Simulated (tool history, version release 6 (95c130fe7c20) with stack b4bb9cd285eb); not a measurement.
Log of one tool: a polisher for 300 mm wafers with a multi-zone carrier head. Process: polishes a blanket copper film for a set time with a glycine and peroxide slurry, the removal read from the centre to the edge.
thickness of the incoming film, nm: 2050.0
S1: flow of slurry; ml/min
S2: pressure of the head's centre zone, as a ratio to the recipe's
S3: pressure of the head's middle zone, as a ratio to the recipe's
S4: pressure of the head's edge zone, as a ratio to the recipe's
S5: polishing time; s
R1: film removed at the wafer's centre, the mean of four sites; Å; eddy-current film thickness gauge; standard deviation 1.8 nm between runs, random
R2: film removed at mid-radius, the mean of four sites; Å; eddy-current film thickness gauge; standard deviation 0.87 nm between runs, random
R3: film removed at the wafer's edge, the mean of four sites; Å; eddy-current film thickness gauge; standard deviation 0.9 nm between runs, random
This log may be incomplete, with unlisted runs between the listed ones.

run,hour,S1,S2,S3,S4,S5,R1,R2,R3
1,0,155,1,1,1,40,2658.3,2529.4,2642.9
2,0.6,155,1,1,0.96,40,2642.6,2530.9,2600.7
3,9.1,155,1,1,0.92,40,2682.9,2526.6,2520.4
4,13.4,155,1,1.08,0.92,40,2581.4,2690.2,2553.2
5,16.3,140,0.95,1.03,0.9,34,2054.1,2143.9,2085.9
6,17.6,140,0.95,1.03,0.83,34,2034.7,2160.7,2026.6
7,20.6,130,0.93,0.99,0.83,31,1840.7,1855.7,1839.6
8,25,130,0.91,0.98,0.83,29,1653.9,1736.4,1712.1

Run 9, settings as shown, results not yet in. Your forecast:
9,32.3,130,0.9,0.96,0.82,28,?,?,?

Logged for run 9: R1 1573.8 Å, R2 1643.2 Å, R3 1674.7 Å.

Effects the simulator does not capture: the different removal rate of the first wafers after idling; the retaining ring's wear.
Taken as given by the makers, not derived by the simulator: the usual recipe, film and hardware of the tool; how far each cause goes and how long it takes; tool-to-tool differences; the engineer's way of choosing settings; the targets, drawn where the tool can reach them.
